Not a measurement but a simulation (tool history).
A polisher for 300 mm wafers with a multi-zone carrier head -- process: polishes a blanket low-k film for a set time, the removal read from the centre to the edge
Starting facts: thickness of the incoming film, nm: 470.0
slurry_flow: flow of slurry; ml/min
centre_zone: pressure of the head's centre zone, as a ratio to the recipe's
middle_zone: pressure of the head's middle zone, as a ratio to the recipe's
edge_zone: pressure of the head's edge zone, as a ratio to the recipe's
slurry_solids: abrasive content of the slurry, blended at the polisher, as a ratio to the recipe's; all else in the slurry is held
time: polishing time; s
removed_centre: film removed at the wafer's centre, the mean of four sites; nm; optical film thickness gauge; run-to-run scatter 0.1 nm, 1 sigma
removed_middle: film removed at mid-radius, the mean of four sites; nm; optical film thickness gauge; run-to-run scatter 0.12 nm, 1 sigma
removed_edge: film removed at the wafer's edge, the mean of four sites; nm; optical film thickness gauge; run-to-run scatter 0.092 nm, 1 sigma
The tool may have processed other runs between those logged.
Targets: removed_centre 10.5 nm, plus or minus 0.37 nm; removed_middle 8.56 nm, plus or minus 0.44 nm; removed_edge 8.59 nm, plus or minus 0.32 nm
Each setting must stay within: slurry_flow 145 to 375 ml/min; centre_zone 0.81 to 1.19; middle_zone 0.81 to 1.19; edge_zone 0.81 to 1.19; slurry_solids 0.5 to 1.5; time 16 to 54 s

run 1 day=0 | slurry_flow=240 centre_zone=1 middle_zone=1 edge_zone=1 slurry_solids=1 time=35 | removed_centre=11.51 removed_middle=11.315 removed_edge=11.388
run 2 day=0.342 | slurry_flow=240 centre_zone=1.02 middle_zone=0.99 edge_zone=0.98 slurry_solids=0.95 time=35 | removed_centre=11.466 removed_middle=10.927 removed_edge=11.065
run 3 day=0.408 | slurry_flow=240 centre_zone=1.02 middle_zone=0.99 edge_zone=1.06 slurry_solids=0.95 time=35 | removed_centre=11.214 removed_middle=10.872 removed_edge=11.534
run 4 day=0.617 | slurry_flow=240 centre_zone=0.95 middle_zone=0.99 edge_zone=1.06 slurry_solids=0.95 time=35 | removed_centre=10.611 removed_middle=10.791 removed_edge=11.303
run 5 day=0.971 | slurry_flow=245 centre_zone=0.98 middle_zone=0.98 edge_zone=1.02 slurry_solids=0.9 time=35 | removed_centre=10.535 removed_middle=10.646 removed_edge=10.953
run 6 day=1.25 | slurry_flow=245 centre_zone=0.98 middle_zone=0.92 edge_zone=1.02 slurry_solids=0.9 time=35 | removed_centre=10.46 removed_middle=10.369 removed_edge=10.912
run 7 day=1.579 | slurry_flow=245 centre_zone=0.98 middle_zone=0.92 edge_zone=1.02 slurry_solids=0.9 time=35 | removed_centre=10.562 removed_middle=10.36 removed_edge=11.033
run 8 day=1.821 | slurry_flow=245 centre_zone=1.02 middle_zone=0.92 edge_zone=0.99 slurry_solids=0.85 time=35 | removed_centre=10.811 removed_middle=10.155 removed_edge=10.737
-- day=2.017 worn pad replaced by a new one
run 9 day=2.017 | slurry_flow=245 centre_zone=1.04 middle_zone=0.92 edge_zone=0.96 slurry_solids=0.8 time=35 | removed_centre=12.042 removed_middle=10.966 removed_edge=11.512
run 10 day=2.108 | slurry_flow=250 centre_zone=1.05 middle_zone=0.91 edge_zone=0.94 slurry_solids=0.8 time=33 | removed_centre=11.588 removed_middle=10.302 removed_edge=10.579
run 11 day=2.392 | slurry_flow=255 centre_zone=1.06 middle_zone=0.9 edge_zone=0.93 slurry_solids=0.75 time=32 | removed_centre=11.273 removed_middle=9.6851 removed_edge=10.093
run 12 day=2.625 | slurry_flow=230 centre_zone=1.09 middle_zone=0.9 edge_zone=0.83 slurry_solids=0.5 time=31 | removed_centre=9.0998 removed_middle=7.9097 removed_edge=7.7376
run 13 day=2.746 | slurry_flow=245 centre_zone=1.09 middle_zone=0.9 edge_zone=0.84 slurry_solids=0.5 time=31 | removed_centre=9.0737 removed_middle=7.8501 removed_edge=7.7278
run 14 day=2.933 | slurry_flow=245 centre_zone=1.1 middle_zone=0.9 edge_zone=0.85 slurry_solids=0.5 time=31 | removed_centre=9.2404 removed_middle=8.0036 removed_edge=7.9165
run 15 day=3.267 | slurry_flow=255 centre_zone=1.11 middle_zone=0.9 edge_zone=0.85 slurry_solids=0.5 time=31 | removed_centre=9.394 removed_middle=7.8653 removed_edge=7.9021
run 16 day=3.55 | slurry_flow=255 centre_zone=1.13 middle_zone=0.91 edge_zone=0.86 slurry_solids=0.55 time=31 | removed_centre=10.094 removed_middle=8.3906 removed_edge=8.3102

Of the 4 settings listed for the next run, only one would bring every result within its allowed miss of target. Which one?
run A day=3.833 | slurry_flow=255 centre_zone=1.15 middle_zone=0.9 edge_zone=0.87 slurry_solids=0.6 time=31 | removed_centre=? removed_middle=? removed_edge=?
run B day=3.833 | slurry_flow=325 centre_zone=1.09 middle_zone=0.95 edge_zone=0.89 slurry_solids=0.5 time=32 | removed_centre=? removed_middle=? removed_edge=?
run C day=3.833 | slurry_flow=250 centre_zone=1.14 middle_zone=0.97 edge_zone=0.83 slurry_solids=0.5 time=30 | removed_centre=? removed_middle=? removed_edge=?
run D day=3.833 | slurry_flow=330 centre_zone=1.12 middle_zone=1.04 edge_zone=0.85 slurry_solids=0.5 time=31 | removed_centre=? removed_middle=? removed_edge=?

move=A removed_centre=10.728 removed_middle=8.6986 removed_edge=8.7731
move=B removed_centre=9.9802 removed_middle=8.7762 removed_edge=8.6228
move=C removed_centre=9.5006 removed_middle=8.1012 removed_edge=7.6741
move=D removed_centre=9.9556 removed_middle=8.9628 removed_edge=8.1832
A: each result inside its tolerance
B: misses by more than the last run did
C: misses by more than the last run did
D: misses by more than the last run did
Go with A: it meets all targets.

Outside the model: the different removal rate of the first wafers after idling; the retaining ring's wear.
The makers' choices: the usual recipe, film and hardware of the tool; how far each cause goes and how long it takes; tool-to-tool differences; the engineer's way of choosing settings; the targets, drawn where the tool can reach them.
